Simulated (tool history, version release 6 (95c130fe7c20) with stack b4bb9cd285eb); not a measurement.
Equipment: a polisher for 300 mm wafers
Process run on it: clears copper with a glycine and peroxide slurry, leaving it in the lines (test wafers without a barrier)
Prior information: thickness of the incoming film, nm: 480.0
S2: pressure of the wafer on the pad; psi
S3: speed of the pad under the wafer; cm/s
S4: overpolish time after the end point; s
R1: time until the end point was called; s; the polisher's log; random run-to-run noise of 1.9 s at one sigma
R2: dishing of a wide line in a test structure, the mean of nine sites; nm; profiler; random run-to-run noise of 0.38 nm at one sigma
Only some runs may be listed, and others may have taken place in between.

{"run": 1, "day": 0.0, "flow of slurry (ml/min)": 235, "S2": 2.3, "S3": 78, "S4": 21, "R1": 140.27, "R2": 60.565}
{"run": 2, "day": 0.142, "flow of slurry (ml/min)": 235, "S2": 2.3, "S3": 78, "S4": 15, "R1": 135.05, "R2": 44.449}
{"run": 3, "day": 0.429, "flow of slurry (ml/min)": 230, "S2": 2.1, "S3": 86, "S4": 13, "R1": 133.57, "R2": 40.246}
{"run": 4, "day": 0.567, "flow of slurry (ml/min)": 230, "S2": 1.7, "S3": 86, "S4": 13, "R1": 152.32, "R2": 33.708}
{"run": 5, "day": 0.7, "flow of slurry (ml/min)": 230, "S2": 2.0, "S3": 86, "S4": 13, "R1": 133.88, "R2": 38.64}
{"run": 6, "day": 0.792, "flow of slurry (ml/min)": 230, "S2": 2.3, "S3": 86, "S4": 13, "R1": 122.36, "R2": 41.653}

What does the tool deliver on the next run?
{"run": 7, "day": 1.0, "flow of slurry (ml/min)": 215, "S2": 2.2, "S3": 92, "S4": 12, "R1": "?", "R2": "?"}

R1: 125.51 s
R2: 38.905 nm
